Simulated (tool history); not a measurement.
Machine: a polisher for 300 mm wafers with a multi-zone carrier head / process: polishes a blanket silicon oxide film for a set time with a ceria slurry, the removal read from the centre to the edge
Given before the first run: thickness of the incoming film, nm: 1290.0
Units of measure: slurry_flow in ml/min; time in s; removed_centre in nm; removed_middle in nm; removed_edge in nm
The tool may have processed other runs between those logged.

| run | hour | slurry_flow | centre_zone | middle_zone | edge_zone | time | removed_centre | removed_middle | removed_edge |
|---|---|---|---|---|---|---|---|---|---|
| 1 | 0 | 125 | 1 | 1 | 1 | 76 | 275.24 | 277.89 | 271.18 |
| 2 | 5.1 | 125 | 1 | 1 | 0.92 | 76 | 273.48 | 272.12 | 258.81 |
| 3 | 12.3 | 125 | 0.95 | 1 | 0.92 | 76 | 261.77 | 279.06 | 258.4 |
| 4 | 16.7 | 125 | 0.95 | 1 | 0.89 | 76 | 256.62 | 273.95 | 257.3 |
| 5 | 24.8 | 115 | 0.94 | 1.01 | 0.87 | 73 | 241.5 | 254.53 | 239.91 |
| 6 | 30.8 | 115 | 0.94 | 1.01 | 0.93 | 73 | 245.07 | 260.62 | 247.55 |
| 7 | 37.1 | 110 | 0.92 | 1.02 | 0.9 | 71 | 222.3 | 257.16 | 236.36 |
| 8 | 44.8 | 105 | 0.92 | 1.02 | 0.87 | 70 | 224.83 | 245.56 | 228.06 |

Run 9 comes next. What will it give?
| 9 | 51.9 | 85 | 0.84 | 1.06 | 0.82 | 67 | ? | ? | ? |

{"run 9": {"removed_centre": 179.03, "removed_middle": 226.9, "removed_edge": 200.63}}

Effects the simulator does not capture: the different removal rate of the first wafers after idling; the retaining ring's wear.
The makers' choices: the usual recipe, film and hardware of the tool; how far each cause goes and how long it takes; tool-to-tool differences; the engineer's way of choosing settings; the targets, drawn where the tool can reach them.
